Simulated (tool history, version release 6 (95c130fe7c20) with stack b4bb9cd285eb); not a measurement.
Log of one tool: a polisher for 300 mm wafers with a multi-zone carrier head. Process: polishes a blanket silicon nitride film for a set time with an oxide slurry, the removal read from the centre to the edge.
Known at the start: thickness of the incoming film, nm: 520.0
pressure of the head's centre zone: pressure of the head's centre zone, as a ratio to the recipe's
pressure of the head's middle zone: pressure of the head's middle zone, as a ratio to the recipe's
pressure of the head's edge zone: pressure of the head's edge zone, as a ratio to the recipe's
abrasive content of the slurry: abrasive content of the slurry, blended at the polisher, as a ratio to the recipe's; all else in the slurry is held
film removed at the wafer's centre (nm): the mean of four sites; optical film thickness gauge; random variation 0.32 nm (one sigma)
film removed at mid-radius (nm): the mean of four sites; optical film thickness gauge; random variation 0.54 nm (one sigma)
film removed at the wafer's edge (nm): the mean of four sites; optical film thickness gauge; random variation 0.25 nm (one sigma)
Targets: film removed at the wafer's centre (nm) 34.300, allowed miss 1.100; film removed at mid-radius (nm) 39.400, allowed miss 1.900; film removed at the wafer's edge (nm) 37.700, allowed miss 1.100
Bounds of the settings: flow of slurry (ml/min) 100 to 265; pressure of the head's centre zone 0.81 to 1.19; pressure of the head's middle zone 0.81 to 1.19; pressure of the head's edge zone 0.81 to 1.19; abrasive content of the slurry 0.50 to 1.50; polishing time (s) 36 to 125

run,hour,flow of slurry (ml/min),pressure of the head's centre zone,pressure of the head's middle zone,pressure of the head's edge zone,abrasive content of the slurry,polishing time (s),film removed at the wafer's centre (nm),film removed at mid-radius (nm),film removed at the wafer's edge (nm)
1,0.0,170,1.00,1.00,1.00,1.00,80,39.479,40.527,39.481
2,6.3,170,1.00,1.00,0.92,1.00,80,39.622,39.153,37.676
3,15.0,170,1.00,1.00,0.97,1.00,80,38.486,39.418,38.489
4,24.0,160,0.98,1.01,0.97,1.00,80,37.532,39.250,38.324
5,27.1,160,0.98,1.01,0.97,1.15,80,41.871,42.570,41.428
6,30.3,160,0.98,1.01,0.97,0.95,80,36.831,38.577,37.071
7,31.0,160,0.98,1.01,0.97,0.95,80,37.043,37.819,37.735
8,32.7,160,0.96,1.04,0.97,0.95,80,36.307,38.975,37.410
9,33.6,155,0.95,1.05,0.98,0.95,80,35.631,38.981,37.609

5 next moves are on the table. One of them brings every result within its allowed miss. Which?
A,34.5,125,0.82,0.98,1.07,1.00,83,?,?,?
B,34.5,170,0.85,1.18,1.02,0.85,85,?,?,?
C,34.5,210,0.92,1.06,0.81,1.00,79,?,?,?
D,34.5,135,0.94,1.08,1.05,0.80,89,?,?,?
E,34.5,110,0.82,0.97,0.97,1.10,81,?,?,?

move,film removed at the wafer's centre (nm),film removed at mid-radius (nm),film removed at the wafer's edge (nm)
A,31.765,39.501,41.463
B,31.322,43.353,37.874
C,36.058,42.186,35.987
D,33.683,39.331,37.753
E,32.301,39.923,40.428
A: takes the result that was furthest off past its target
B: takes the result that was furthest off past its target
C: further off than the last run
D: meets every target
E: takes the result that was furthest off past its target
Answer: D
